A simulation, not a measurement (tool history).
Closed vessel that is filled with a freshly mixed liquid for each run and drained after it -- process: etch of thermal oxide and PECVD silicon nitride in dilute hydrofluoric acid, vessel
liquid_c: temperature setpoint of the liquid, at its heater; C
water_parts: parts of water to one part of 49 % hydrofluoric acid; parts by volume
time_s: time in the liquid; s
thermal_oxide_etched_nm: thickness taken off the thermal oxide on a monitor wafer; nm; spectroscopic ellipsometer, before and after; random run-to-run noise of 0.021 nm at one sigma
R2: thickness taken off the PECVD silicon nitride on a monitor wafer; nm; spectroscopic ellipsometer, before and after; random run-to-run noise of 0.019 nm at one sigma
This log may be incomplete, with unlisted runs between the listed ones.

run 1 hour=0.0 | liquid_c=23.0 water_parts=95 time_s=160 | thermal_oxide_etched_nm=9.5530 R2=6.6979
run 2 hour=6.8 | liquid_c=21.0 water_parts=95 time_s=160 | thermal_oxide_etched_nm=8.7596 R2=5.9276
run 3 hour=7.7 | liquid_c=21.5 water_parts=110 time_s=150 | thermal_oxide_etched_nm=7.1394 R2=4.8995
run 4 hour=10.0 | liquid_c=21.5 water_parts=110 time_s=120 | thermal_oxide_etched_nm=5.7190 R2=3.9245
run 5 hour=17.2 | liquid_c=21.5 water_parts=145 time_s=120 | thermal_oxide_etched_nm=4.1499 R2=3.0184
run 6 hour=19.2 | liquid_c=21.5 water_parts=145 time_s=180 | thermal_oxide_etched_nm=6.2876 R2=4.4763
run 7 hour=26.0 | liquid_c=23.5 water_parts=175 time_s=105 | thermal_oxide_etched_nm=3.1263 R2=2.4873
run 8 hour=28.1 | liquid_c=23.5 water_parts=175 time_s=75 | thermal_oxide_etched_nm=2.2603 R2=1.8006
run 9 hour=31.5 | liquid_c=23.5 water_parts=170 time_s=75 | thermal_oxide_etched_nm=2.3158 R2=1.8506
run 10 hour=36.1 | liquid_c=23.5 water_parts=165 time_s=75 | thermal_oxide_etched_nm=2.3945 R2=1.9179
-- hour=42.9 thermometer replaced
run 11 hour=42.9 | liquid_c=24.0 water_parts=155 time_s=75 | thermal_oxide_etched_nm=2.5257 R2=1.8973

Run 12 comes next. What will it give?
run 12 hour=50.4 | liquid_c=25.5 water_parts=155 time_s=80 | thermal_oxide_etched_nm=? R2=?

thermal_oxide_etched_nm: 2.8302 nm
R2: 2.2420 nm

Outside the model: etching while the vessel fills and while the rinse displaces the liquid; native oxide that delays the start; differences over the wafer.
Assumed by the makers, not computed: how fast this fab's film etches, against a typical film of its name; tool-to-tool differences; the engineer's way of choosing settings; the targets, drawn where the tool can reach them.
